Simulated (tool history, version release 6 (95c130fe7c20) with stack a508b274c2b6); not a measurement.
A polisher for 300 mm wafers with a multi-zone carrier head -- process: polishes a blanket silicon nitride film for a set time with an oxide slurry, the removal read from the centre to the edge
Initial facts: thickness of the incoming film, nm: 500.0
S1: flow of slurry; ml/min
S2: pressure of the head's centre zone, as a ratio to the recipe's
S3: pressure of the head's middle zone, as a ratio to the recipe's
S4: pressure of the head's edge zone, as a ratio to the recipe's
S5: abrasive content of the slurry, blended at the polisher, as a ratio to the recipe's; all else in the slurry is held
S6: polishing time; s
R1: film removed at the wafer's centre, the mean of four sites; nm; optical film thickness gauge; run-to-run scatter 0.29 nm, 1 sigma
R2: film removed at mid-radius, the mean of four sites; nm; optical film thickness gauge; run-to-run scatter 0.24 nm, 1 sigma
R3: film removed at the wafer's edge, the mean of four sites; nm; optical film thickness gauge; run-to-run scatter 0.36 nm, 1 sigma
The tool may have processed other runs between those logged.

| run | hour | S1 | S2 | S3 | S4 | S5 | S6 | R1 | R2 | R3 |
|---|---|---|---|---|---|---|---|---|---|---|
| 1 | 0 | 250 | 1 | 1 | 1 | 1 | 39 | 27.361 | 28.968 | 28.105 |
| 2 | 8.2 | 255 | 0.98 | 0.98 | 1.04 | 1.1 | 39 | 28.116 | 29.543 | 29.508 |
| 3 | 11.8 | 255 | 0.98 | 0.98 | 1.04 | 1.25 | 39 | 29.106 | 30.294 | 31.353 |
| 4 | 17.3 | 260 | 0.96 | 0.97 | 1.07 | 1.3 | 39 | 29.21 | 30.871 | 31.995 |
| 5 | 22.4 | 250 | 0.94 | 0.95 | 1.1 | 1.35 | 40 | 29.592 | 31.178 | 33.501 |
| 6 | 24.9 | 250 | 0.94 | 0.95 | 1.1 | 1.35 | 36 | 27.002 | 28.251 | 30.343 |
| 7 | 31.7 | 245 | 0.92 | 0.94 | 1.12 | 1.4 | 38 | 27.631 | 29.805 | 32.581 |

For run 8, what comes out?
| 8 | 36.1 | 250 | 0.91 | 0.93 | 1.14 | 1.4 | 39 | ? | ? | ? |

For run 8 the tool returned R1 28.279 nm, R2 30.707 nm, R3 34.082 nm.
